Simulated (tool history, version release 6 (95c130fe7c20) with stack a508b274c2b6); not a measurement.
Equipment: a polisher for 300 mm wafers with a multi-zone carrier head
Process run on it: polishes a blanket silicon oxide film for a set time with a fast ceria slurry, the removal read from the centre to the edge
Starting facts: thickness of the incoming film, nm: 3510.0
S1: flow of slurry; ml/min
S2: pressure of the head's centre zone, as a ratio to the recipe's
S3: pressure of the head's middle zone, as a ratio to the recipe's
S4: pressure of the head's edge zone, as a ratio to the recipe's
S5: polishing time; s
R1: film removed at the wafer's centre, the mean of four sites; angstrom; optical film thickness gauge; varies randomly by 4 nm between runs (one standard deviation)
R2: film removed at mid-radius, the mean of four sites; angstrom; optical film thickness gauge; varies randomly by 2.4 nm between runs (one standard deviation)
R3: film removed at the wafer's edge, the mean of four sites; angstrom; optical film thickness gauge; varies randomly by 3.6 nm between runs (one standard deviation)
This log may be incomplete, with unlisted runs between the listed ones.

{"run": 1, "hour": 0.0, "S1": 140, "S2": 1.0, "S3": 1.0, "S4": 1.0, "S5": 32, "R1": 4738.1, "R2": 4545.9, "R3": 4725.3}
{"run": 2, "hour": 6.0, "S1": 140, "S2": 1.0, "S3": 1.0, "S4": 1.06, "S5": 32, "R1": 4671.7, "R2": 4657.8, "R3": 4984.1}
{"run": 3, "hour": 6.9, "S1": 140, "S2": 1.0, "S3": 1.0, "S4": 0.97, "S5": 32, "R1": 4653.7, "R2": 4581.6, "R3": 4705.2}
{"run": 4, "hour": 14.7, "S1": 140, "S2": 1.02, "S3": 1.02, "S4": 0.92, "S5": 27, "R1": 4035.2, "R2": 3974.3, "R3": 3928.0}
{"run": 5, "hour": 23.0, "S1": 135, "S2": 1.05, "S3": 1.04, "S4": 0.89, "S5": 23, "R1": 3440.3, "R2": 3349.6, "R3": 3237.2}
{"run": 6, "hour": 29.3, "S1": 135, "S2": 1.05, "S3": 1.04, "S4": 0.89, "S5": 16, "R1": 2460.5, "R2": 2353.0, "R3": 2221.7}

Run 7, settings as shown, results not yet in. Your forecast:
{"run": 7, "hour": 37.9, "S1": 150, "S2": 1.05, "S3": 1.06, "S4": 0.89, "S5": 16, "R1": "?", "R2": "?", "R3": "?"}

{"run 7": {"R1": 2530.7, "R2": 2437.6, "R3": 2314.6}}
